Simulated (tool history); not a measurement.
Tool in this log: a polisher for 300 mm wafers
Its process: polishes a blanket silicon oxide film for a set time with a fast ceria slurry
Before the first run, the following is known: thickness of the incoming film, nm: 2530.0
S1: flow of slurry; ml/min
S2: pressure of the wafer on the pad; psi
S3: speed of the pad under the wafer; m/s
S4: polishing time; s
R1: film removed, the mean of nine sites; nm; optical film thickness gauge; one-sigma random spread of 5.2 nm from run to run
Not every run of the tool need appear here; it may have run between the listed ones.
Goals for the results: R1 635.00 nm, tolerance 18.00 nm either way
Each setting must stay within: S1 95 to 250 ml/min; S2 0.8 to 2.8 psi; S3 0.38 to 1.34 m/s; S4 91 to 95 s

{"run": 1, "hour": 0.0, "S1": 160, "S2": 1.8, "S3": 0.86, "S4": 91, "R1": 807.05}
{"run": 2, "hour": 4.6, "S1": 155, "S2": 1.7, "S3": 0.86, "S4": 91, "R1": 769.06}
{"run": 3, "hour": 5.6, "S1": 155, "S2": 1.6, "S3": 0.86, "S4": 91, "R1": 727.96}
{"run": 4, "hour": 10.9, "S1": 155, "S2": 1.6, "S3": 0.86, "S4": 91, "R1": 724.76}
{"run": 5, "hour": 12.2, "S1": 155, "S2": 1.6, "S3": 1.02, "S4": 91, "R1": 857.06}
{"run": 6, "hour": 14.2, "S1": 150, "S2": 1.5, "S3": 1.02, "S4": 91, "R1": 793.83}
{"run": 7, "hour": 22.0, "S1": 145, "S2": 1.4, "S3": 1.02, "S4": 91, "R1": 744.53}
{"run": 8, "hour": 29.8, "S1": 140, "S2": 1.4, "S3": 1.02, "S4": 91, "R1": 738.55}
{"run": 9, "hour": 30.8, "S1": 135, "S2": 1.4, "S3": 1.02, "S4": 91, "R1": 734.25}
{"run": 10, "hour": 31.4, "S1": 130, "S2": 1.4, "S3": 1.02, "S4": 91, "R1": 744.92}

Which one of the following 4 next-run settings gets every result inside its allowed miss? There is exactly one.
{"run": "A", "hour": 32.0, "S1": 140, "S2": 1.8, "S3": 0.94, "S4": 95, "R1": "?"}
{"run": "B", "hour": 32.0, "S1": 140, "S2": 1.3, "S3": 0.94, "S4": 91, "R1": "?"}
{"run": "C", "hour": 32.0, "S1": 115, "S2": 1.2, "S3": 0.96, "S4": 91, "R1": "?"}
{"run": "D", "hour": 32.0, "S1": 125, "S2": 1.0, "S3": 1.08, "S4": 95, "R1": "?"}

move=A R1=908.24
move=B R1=635.58
move=C R1=585.87
move=D R1=583.07
A: the biggest miss grows against the last run
B: each result inside its tolerance
C: pushes the last run's worst result past its target
D: pushes the last run's worst result past its target
The right move is B.
